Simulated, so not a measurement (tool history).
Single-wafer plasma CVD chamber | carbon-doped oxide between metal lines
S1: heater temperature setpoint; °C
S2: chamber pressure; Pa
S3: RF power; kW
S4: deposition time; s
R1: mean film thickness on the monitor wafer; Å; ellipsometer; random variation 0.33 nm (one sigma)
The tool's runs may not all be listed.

run 1 hour=0 | S1=375 S2=523 S3=0.545 S4=25.3 | R1=1222.3
run 2 hour=7.9 | S1=375 S2=523 S3=0.545 S4=25.3 | R1=1228.9
run 3 hour=12.5 | S1=376 S2=503 S3=0.52 S4=25.3 | R1=1192.5
run 4 hour=19.8 | S1=377 S2=495 S3=0.495 S4=25.3 | R1=1162.8
run 5 hour=22.9 | S1=387 S2=495 S3=0.495 S4=25.3 | R1=1149.9
run 6 hour=27.3 | S1=377 S2=495 S3=0.495 S4=25.3 | R1=1169.1
run 7 hour=31.1 | S1=378 S2=488 S3=0.47 S4=25.3 | R1=1138.5

Run 8 comes next. What will it give?
run 8 hour=33.9 | S1=378 S2=484 S3=0.455 S4=25.3 | R1=?

Run 8 gave R1 1121.5 Å.
